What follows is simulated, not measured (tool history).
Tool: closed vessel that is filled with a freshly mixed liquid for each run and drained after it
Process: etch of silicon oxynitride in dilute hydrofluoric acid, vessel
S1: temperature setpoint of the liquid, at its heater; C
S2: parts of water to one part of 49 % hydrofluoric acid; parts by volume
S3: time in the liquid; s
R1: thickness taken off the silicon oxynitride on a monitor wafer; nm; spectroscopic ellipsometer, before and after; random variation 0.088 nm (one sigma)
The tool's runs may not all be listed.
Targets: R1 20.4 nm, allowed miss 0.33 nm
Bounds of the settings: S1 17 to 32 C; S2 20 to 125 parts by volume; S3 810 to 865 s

run  hour    S1  S2   S3      R1
  1     0    24  70  810  25.029
  2   7.5    24  55  810  32.329
  3  14.3    24  40  810  45.082
  4    21    23  45  810  37.745
  5    25    22  45  810  35.871
  6  31.3  21.5  45  810  34.734
  7  40.2    21  45  810   34.53
  8    42  20.5  45  810    33.5
     43.4  -- thermometer replaced
  9  43.4    17  70  810  19.866

4 next moves are on the table. One of them brings every result within its allowed miss. Which?
  A  44.8    17  70  860   ?
  B  44.8    17  75  865   ?
  C  44.8  17.5  70  810   ?
  D  44.8  18.5  80  835   ?

move      R1
   A  21.148
   B  19.789
   C  20.431
   D  19.252
A: takes the result that was furthest off past its target
B: further off than the last run
C: meets every target
D: further off than the last run
Move C is the one to make.

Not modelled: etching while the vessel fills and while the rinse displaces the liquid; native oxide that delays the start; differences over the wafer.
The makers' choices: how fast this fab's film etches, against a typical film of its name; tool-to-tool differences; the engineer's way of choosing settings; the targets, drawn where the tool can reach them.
